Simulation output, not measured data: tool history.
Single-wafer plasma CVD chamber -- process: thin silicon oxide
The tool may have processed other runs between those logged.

| run | hour | heater temperature setpoint (deg C) | chamber pressure (Torr) | RF power (W) | deposition time (s) | mean film thickness on the monitor wafer (angstrom) |
|---|---|---|---|---|---|---|
| 1 | 0.0 | 400 | 0.874 | 345 | 3.03 | 59.953 |
| 2 | 3.6 | 400 | 0.874 | 320 | 3.03 | 58.539 |
| 3 | 10.6 | 400 | 0.839 | 320 | 3.03 | 56.990 |
| 4 | 16.9 | 400 | 0.839 | 290 | 3.03 | 54.931 |
| 5 | 18.2 | 400 | 0.839 | 315 | 3.03 | 56.681 |
| 6 | 20.3 | 400 | 0.808 | 315 | 3.03 | 54.638 |

Run 7 has not been measured yet. What should we expect?
| 7 | 24.8 | 400 | 0.788 | 315 | 3.03 | ? |

Run 7 yielded mean film thickness on the monitor wafer (angstrom) 53.530.

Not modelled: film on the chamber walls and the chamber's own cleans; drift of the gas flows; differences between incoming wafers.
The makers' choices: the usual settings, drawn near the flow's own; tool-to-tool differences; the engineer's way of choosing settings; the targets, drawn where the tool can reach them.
